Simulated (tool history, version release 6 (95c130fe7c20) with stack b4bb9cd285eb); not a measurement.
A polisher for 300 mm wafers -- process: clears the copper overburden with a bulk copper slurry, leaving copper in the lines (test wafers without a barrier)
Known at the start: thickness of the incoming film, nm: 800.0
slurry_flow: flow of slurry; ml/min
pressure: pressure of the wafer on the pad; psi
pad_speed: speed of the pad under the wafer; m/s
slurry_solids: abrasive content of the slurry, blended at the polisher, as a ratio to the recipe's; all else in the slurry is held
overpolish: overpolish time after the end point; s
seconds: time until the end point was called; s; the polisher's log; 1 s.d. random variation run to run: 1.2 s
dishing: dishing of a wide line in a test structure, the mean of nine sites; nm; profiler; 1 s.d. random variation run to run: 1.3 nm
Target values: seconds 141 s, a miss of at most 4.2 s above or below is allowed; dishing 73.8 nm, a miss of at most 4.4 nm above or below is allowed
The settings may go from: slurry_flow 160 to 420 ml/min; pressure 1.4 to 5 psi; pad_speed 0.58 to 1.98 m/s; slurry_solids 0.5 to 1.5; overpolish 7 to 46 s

{"run": 1, "hour": 0.0, "slurry_flow": 270, "pressure": 3.2, "pad_speed": 1.28, "slurry_solids": 1, "overpolish": 24, "seconds": 58.251, "dishing": 98.362}
{"run": 2, "hour": 7.2, "slurry_flow": 270, "pressure": 2.8, "pad_speed": 1.2, "slurry_solids": 1, "overpolish": 25, "seconds": 71.951, "dishing": 91.718}
{"run": 3, "hour": 11.7, "slurry_flow": 270, "pressure": 2.8, "pad_speed": 1.2, "slurry_solids": 1, "overpolish": 17, "seconds": 70.563, "dishing": 79.065}
{"run": 4, "hour": 14.0, "slurry_flow": 270, "pressure": 2.8, "pad_speed": 1.1, "slurry_solids": 1, "overpolish": 17, "seconds": 77.781, "dishing": 77.488}
{"run": 5, "hour": 19.0, "slurry_flow": 270, "pressure": 2.5, "pad_speed": 1.06, "slurry_solids": 1, "overpolish": 20, "seconds": 88.157, "dishing": 76.135}
{"run": 6, "hour": 20.9, "slurry_flow": 225, "pressure": 2.5, "pad_speed": 1.06, "slurry_solids": 1, "overpolish": 20, "seconds": 91.726, "dishing": 75.205}
{"run": 7, "hour": 29.3, "slurry_flow": 220, "pressure": 2.2, "pad_speed": 1.06, "slurry_solids": 1, "overpolish": 23, "seconds": 102.06, "dishing": 75.7}
{"run": 8, "hour": 38.1, "slurry_flow": 215, "pressure": 2, "pad_speed": 1.06, "slurry_solids": 1, "overpolish": 25, "seconds": 112.86, "dishing": 71.8}
{"run": 9, "hour": 42.1, "slurry_flow": 210, "pressure": 1.9, "pad_speed": 1.06, "slurry_solids": 1, "overpolish": 27, "seconds": 119.42, "dishing": 75.072}
{"run": 10, "hour": 49.8, "slurry_flow": 205, "pressure": 1.8, "pad_speed": 1.06, "slurry_solids": 1, "overpolish": 28, "seconds": 126, "dishing": 72.062}
{"run": 11, "hour": 51.4, "slurry_flow": 205, "pressure": 1.8, "pad_speed": 1.06, "slurry_solids": 1, "overpolish": 29, "seconds": 125.58, "dishing": 74.453}
{"run": 12, "hour": 55.4, "slurry_flow": 200, "pressure": 1.7, "pad_speed": 1.06, "slurry_solids": 1, "overpolish": 30, "seconds": 133.89, "dishing": 73.316}
{"run": 13, "hour": 60.3, "slurry_flow": 195, "pressure": 1.7, "pad_speed": 1.06, "slurry_solids": 1, "overpolish": 31, "seconds": 134.7, "dishing": 72.939}
{"run": 14, "hour": 62.8, "slurry_flow": 195, "pressure": 1.7, "pad_speed": 1.06, "slurry_solids": 1, "overpolish": 32, "seconds": 134.18, "dishing": 73.875}
{"run": 15, "hour": 64.6, "slurry_flow": 190, "pressure": 1.7, "pad_speed": 1.06, "slurry_solids": 1, "overpolish": 33, "seconds": 134.6, "dishing": 74.304}

4 next moves are on the table. One of them brings every result within its allowed miss. Which?
{"run": "A", "hour": 66.4, "slurry_flow": 230, "pressure": 1.7, "pad_speed": 1.08, "slurry_solids": 1.1, "overpolish": 35, "seconds": "?", "dishing": "?"}
{"run": "B", "hour": 66.4, "slurry_flow": 225, "pressure": 1.6, "pad_speed": 1.18, "slurry_solids": 0.8, "overpolish": 32, "seconds": "?", "dishing": "?"}
{"run": "C", "hour": 66.4, "slurry_flow": 235, "pressure": 1.4, "pad_speed": 1.14, "slurry_solids": 1.15, "overpolish": 36, "seconds": "?", "dishing": "?"}
{"run": "D", "hour": 66.4, "slurry_flow": 225, "pressure": 1.4, "pad_speed": 1.26, "slurry_solids": 1.05, "overpolish": 24, "seconds": "?", "dishing": "?"}

move=A seconds=123.75 dishing=79.668
move=B seconds=129.83 dishing=74.893
move=C seconds=139.12 dishing=74.272
move=D seconds=129.71 dishing=64.517
A: its largest miss is bigger than the last run's
B: its largest miss is bigger than the last run's
C: meets every target
D: its largest miss is bigger than the last run's
Move C is the one to make.
